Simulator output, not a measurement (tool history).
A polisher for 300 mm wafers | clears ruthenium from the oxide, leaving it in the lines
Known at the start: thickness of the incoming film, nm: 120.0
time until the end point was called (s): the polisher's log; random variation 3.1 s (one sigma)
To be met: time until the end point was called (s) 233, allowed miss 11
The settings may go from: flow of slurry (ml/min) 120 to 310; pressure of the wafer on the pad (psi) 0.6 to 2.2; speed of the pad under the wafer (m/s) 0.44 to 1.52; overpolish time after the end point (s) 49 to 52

run    day  flow of slurry (ml/min)  pressure of the wafer on the pad (psi)  speed of the pad under the wafer (m/s)  overpolish time after the end point (s)  time until the end point was called (s)
  1      0                      200                                     1.4                                    0.98                                       49                                   154.29
  2  0.175                      200                                     1.4                                    1.08                                       49                                   141.92
  3  0.271                      200                                     1.7                                    1.08                                       49                                   115.67
  4  0.446                      200                                     1.5                                    1.06                                       49                                   138.29
  5  0.725                      200                                     1.5                                    0.88                                       49                                   162.13
  6  0.958                      200                                     1.4                                    0.88                                       49                                   174.54
  7  1.192                      200                                     1.3                                    0.88                                       49                                   183.77
  8  1.517                      200                                     1.2                                    0.88                                       49                                   202.11
  9   1.65                      200                                     1.1                                    0.88                                       49                                   209.58

4 next moves are on the table. One of them brings every result within its allowed miss. Which?
  A  1.783                      155                                     1.2                                    0.96                                       49                                        ?
  B  1.783                      225                                     0.9                                    0.82                                       52                                        ?
  C  1.783                      210                                     1.1                                    1.04                                       49                                        ?
  D  1.783                      185                                     0.8                                    1.04                                       49                                        ?

move  time until the end point was called (s)
   A                                   186.57
   B                                   261.85
   C                                   177.69
   D                                   234.64
A: further off than the last run
B: takes the result that was furthest off past its target
C: further off than the last run
D: meets every target
Move D is the one to make.
